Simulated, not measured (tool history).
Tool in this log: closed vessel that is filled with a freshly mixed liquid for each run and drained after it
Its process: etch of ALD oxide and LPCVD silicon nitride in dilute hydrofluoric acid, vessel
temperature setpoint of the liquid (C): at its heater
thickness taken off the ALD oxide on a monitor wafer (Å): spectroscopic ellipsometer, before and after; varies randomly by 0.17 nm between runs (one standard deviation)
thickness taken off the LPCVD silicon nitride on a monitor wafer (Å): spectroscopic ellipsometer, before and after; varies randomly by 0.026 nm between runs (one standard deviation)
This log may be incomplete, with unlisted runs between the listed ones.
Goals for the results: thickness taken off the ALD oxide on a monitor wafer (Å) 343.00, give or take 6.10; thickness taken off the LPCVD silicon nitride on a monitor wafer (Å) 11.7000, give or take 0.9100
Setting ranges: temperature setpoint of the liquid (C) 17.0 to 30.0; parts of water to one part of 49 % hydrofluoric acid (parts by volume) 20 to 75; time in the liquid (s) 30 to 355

run,hour,temperature setpoint of the liquid (C),parts of water to one part of 49 % hydrofluoric acid (parts by volume),time in the liquid (s),thickness taken off the ALD oxide on a monitor wafer (Å),thickness taken off the LPCVD silicon nitride on a monitor wafer (Å)
1,0.0,22.0,45,180,416.98,14.9110
2,4.2,22.0,50,180,375.19,13.3980
3,5.6,21.0,50,180,357.52,12.7540
4,9.8,21.0,40,180,454.48,15.4020
5,18.0,21.0,40,105,265.53,9.3761
6,20.2,21.5,40,105,269.87,9.2785
7,23.4,22.0,40,105,277.03,9.9972
8,24.8,22.5,35,105,325.14,11.4520
9,25.8,23.0,35,100,319.73,11.5350
10,32.8,22.5,30,100,365.45,13.2210

Which one of the following 5 next-run settings gets every result inside its allowed miss? There is exactly one.
A,39.8,20.5,35,120,?,?
B,39.8,25.0,40,115,?,?
C,39.8,20.0,35,135,?,?
D,39.8,29.5,40,90,?,?
E,39.8,22.0,30,100,?,?

move,thickness taken off the ALD oxide on a monitor wafer (Å),thickness taken off the LPCVD silicon nitride on a monitor wafer (Å)
A,343.80,11.5090
B,347.13,13.2510
C,378.45,12.4970
D,326.89,14.0320
E,358.79,12.3660
A: every result within its allowed miss
B: corrects the largest miss of the last run, while another result sits out of spec
C: the biggest miss grows against the last run
D: the result that was furthest off in the last run now lies on the other side of its target
E: closes in on the targets versus the last run, not all within tolerance yet
Go with A: it meets all targets.

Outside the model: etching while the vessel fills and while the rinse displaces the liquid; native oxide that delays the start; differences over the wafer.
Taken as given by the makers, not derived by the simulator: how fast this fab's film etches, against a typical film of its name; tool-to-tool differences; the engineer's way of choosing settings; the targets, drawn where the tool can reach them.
